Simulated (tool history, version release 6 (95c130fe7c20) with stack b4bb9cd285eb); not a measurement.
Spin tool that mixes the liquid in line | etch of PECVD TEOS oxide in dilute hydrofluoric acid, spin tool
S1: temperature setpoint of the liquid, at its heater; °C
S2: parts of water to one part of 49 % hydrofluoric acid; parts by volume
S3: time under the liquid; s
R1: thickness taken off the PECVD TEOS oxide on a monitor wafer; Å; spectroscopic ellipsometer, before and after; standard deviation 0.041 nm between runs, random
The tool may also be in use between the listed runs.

| run | hour | S1 | S2 | S3 | R1 |
|---|---|---|---|---|---|
| 1 | 0.0 | 22.0 | 115 | 70 | 71.985 |
| 2 | 6.5 | 23.5 | 115 | 70 | 76.134 |
| 3 | 14.4 | 22.0 | 120 | 70 | 67.784 |
| 4 | 19.8 | 21.0 | 125 | 70 | 64.395 |
| 5 | 21.8 | 19.5 | 125 | 70 | 59.655 |
| 6 | 24.1 | 22.0 | 125 | 70 | 66.370 |

Run 7 has not been measured yet. What should we expect?
| 7 | 30.7 | 21.0 | 130 | 70 | ? |

For run 7 the tool returned R1 61.061 Å.
